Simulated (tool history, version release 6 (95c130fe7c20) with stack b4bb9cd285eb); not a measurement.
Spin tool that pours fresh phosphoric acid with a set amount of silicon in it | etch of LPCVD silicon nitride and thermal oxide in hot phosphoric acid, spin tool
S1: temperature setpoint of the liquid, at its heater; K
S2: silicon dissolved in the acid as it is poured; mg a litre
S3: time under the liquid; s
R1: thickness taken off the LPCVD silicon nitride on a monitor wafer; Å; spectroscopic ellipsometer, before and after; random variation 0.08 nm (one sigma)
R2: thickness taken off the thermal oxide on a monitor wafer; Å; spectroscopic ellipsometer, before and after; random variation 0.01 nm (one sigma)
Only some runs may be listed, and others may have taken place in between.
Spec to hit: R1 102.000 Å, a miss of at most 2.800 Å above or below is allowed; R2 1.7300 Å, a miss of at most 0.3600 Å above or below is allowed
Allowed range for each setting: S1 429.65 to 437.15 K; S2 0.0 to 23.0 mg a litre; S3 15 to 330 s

run 1 hour=0.0 | S1=432.15 S2=10.0 S3=170 | R1=157.000 R2=3.2433
run 2 hour=0.6 | S1=432.15 S2=10.5 S3=165 | R1=152.750 R2=3.2881
run 3 hour=7.7 | S1=432.15 S2=13.0 S3=165 | R1=150.290 R2=3.0817
run 4 hour=8.3 | S1=432.15 S2=13.5 S3=160 | R1=148.410 R2=2.8176
run 5 hour=13.9 | S1=430.65 S2=13.5 S3=160 | R1=140.800 R2=2.8957
run 6 hour=16.8 | S1=430.65 S2=13.5 S3=200 | R1=174.440 R2=3.4112
run 7 hour=19.5 | S1=430.65 S2=14.5 S3=190 | R1=167.940 R2=3.1524
run 8 hour=27.2 | S1=430.65 S2=15.0 S3=180 | R1=157.410 R2=2.9871
run 9 hour=34.2 | S1=429.65 S2=19.5 S3=100 | R1=86.307 R2=1.1742
run 10 hour=35.6 | S1=430.15 S2=19.0 S3=100 | R1=85.937 R2=1.3655
run 11 hour=40.9 | S1=430.65 S2=19.0 S3=100 | R1=86.751 R2=1.4055
run 12 hour=41.7 | S1=430.65 S2=18.5 S3=100 | R1=87.931 R2=1.6638
run 13 hour=42.2 | S1=430.65 S2=18.5 S3=100 | R1=87.872 R2=1.5525
run 14 hour=45.9 | S1=430.65 S2=18.0 S3=100 | R1=87.324 R2=1.6116
run 15 hour=46.8 | S1=430.65 S2=18.5 S3=100 | R1=86.860 R2=1.3122
run 16 hour=52.4 | S1=431.15 S2=18.0 S3=100 | R1=88.748 R2=1.4974

Pick the move, out of 5, that brings all results within their allowed miss; only one does.
run A hour=58.0 | S1=430.15 S2=18.5 S3=125 | R1=? R2=?
run B hour=58.0 | S1=430.65 S2=15.5 S3=105 | R1=? R2=?
run C hour=58.0 | S1=433.65 S2=22.5 S3=105 | R1=? R2=?
run D hour=58.0 | S1=430.65 S2=22.5 S3=95 | R1=? R2=?
run E hour=58.0 | S1=430.15 S2=23.0 S3=110 | R1=? R2=?

move=A R1=106.870 R2=1.8586
move=B R1=91.312 R2=1.7541
move=C R1=101.040 R2=1.8044
move=D R1=82.616 R2=1.3058
move=E R1=94.047 R2=1.4339
A: moves the result that the last run missed by most past its target, out the other side
B: closer than the last run, but not yet in spec
C: in spec on every target
D: misses by more than the last run did
E: closer than the last run, but not yet in spec
C is the move that brings every result within its allowed miss.
